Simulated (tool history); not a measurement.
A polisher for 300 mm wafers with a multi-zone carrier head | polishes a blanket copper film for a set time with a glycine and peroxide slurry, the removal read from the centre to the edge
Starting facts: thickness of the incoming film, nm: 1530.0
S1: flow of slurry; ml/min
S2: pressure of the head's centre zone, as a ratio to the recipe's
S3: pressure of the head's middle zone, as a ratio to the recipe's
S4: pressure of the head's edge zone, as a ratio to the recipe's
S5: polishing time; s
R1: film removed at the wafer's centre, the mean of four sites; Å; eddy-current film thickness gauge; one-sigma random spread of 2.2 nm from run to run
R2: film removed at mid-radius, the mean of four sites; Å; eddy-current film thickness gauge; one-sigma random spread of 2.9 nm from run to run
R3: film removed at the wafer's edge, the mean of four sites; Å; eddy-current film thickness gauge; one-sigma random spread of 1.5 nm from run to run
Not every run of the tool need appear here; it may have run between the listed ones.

{"run": 1, "hour": 0.0, "S1": 165, "S2": 1, "S3": 1, "S4": 1, "S5": 58, "R1": 2166.9, "R2": 2108, "R3": 2245.2}
{"run": 2, "hour": 8.0, "S1": 165, "S2": 1, "S3": 0.92, "S4": 1, "S5": 58, "R1": 2156.2, "R2": 1954.3, "R3": 2247}
{"run": 3, "hour": 16.9, "S1": 160, "S2": 1.02, "S3": 0.94, "S4": 0.97, "S5": 57, "R1": 2150.3, "R2": 1968.7, "R3": 2143.8}
{"run": 4, "hour": 20.4, "S1": 160, "S2": 1.02, "S3": 0.94, "S4": 1.01, "S5": 57, "R1": 2117.7, "R2": 1953.9, "R3": 2178.5}
{"run": 5, "hour": 25.0, "S1": 160, "S2": 1.05, "S3": 0.94, "S4": 1.01, "S5": 57, "R1": 2172.6, "R2": 1984.6, "R3": 2173.6}
{"run": 6, "hour": 30.9, "S1": 160, "S2": 1.05, "S3": 0.94, "S4": 0.96, "S5": 57, "R1": 2186.3, "R2": 1928.8, "R3": 2168.5}
{"run": 7, "hour": 35.0, "S1": 195, "S2": 1.15, "S3": 1.04, "S4": 0.86, "S5": 44, "R1": 1913.5, "R2": 1678.2, "R3": 1616.5}
{"run": 8, "hour": 35.6, "S1": 200, "S2": 1.16, "S3": 1.05, "S4": 0.86, "S5": 45, "R1": 1984.2, "R2": 1758.3, "R3": 1644.1}
{"run": 9, "hour": 43.5, "S1": 205, "S2": 1.16, "S3": 1.05, "S4": 0.86, "S5": 45, "R1": 2003.1, "R2": 1713.4, "R3": 1651}
{"run": 10, "hour": 51.9, "S1": 210, "S2": 1.16, "S3": 1.06, "S4": 0.87, "S5": 45, "R1": 2037.1, "R2": 1728.3, "R3": 1674.2}
{"run": 11, "hour": 55.3, "S1": 210, "S2": 1.16, "S3": 1.07, "S4": 0.87, "S5": 45, "R1": 2033, "R2": 1770.4, "R3": 1647.6}
{"run": 12, "hour": 62.0, "S1": 210, "S2": 1.16, "S3": 1.08, "S4": 0.88, "S5": 45, "R1": 2007.6, "R2": 1731.1, "R3": 1651.2}
{"run": 13, "hour": 69.8, "S1": 210, "S2": 1.16, "S3": 1.08, "S4": 0.88, "S5": 46, "R1": 2034.9, "R2": 1767.9, "R3": 1689.9}
{"run": 14, "hour": 74.9, "S1": 215, "S2": 1.16, "S3": 1.09, "S4": 0.88, "S5": 47, "R1": 2145.4, "R2": 1887.6, "R3": 1757.1}

Run 15 comes next. What will it give?
{"run": 15, "hour": 77.6, "S1": 220, "S2": 1.16, "S3": 1.09, "S4": 0.88, "S5": 47, "R1": "?", "R2": "?", "R3": "?"}

R1: 2093.2 Å
R2: 1866.5 Å
R3: 1742.6 Å
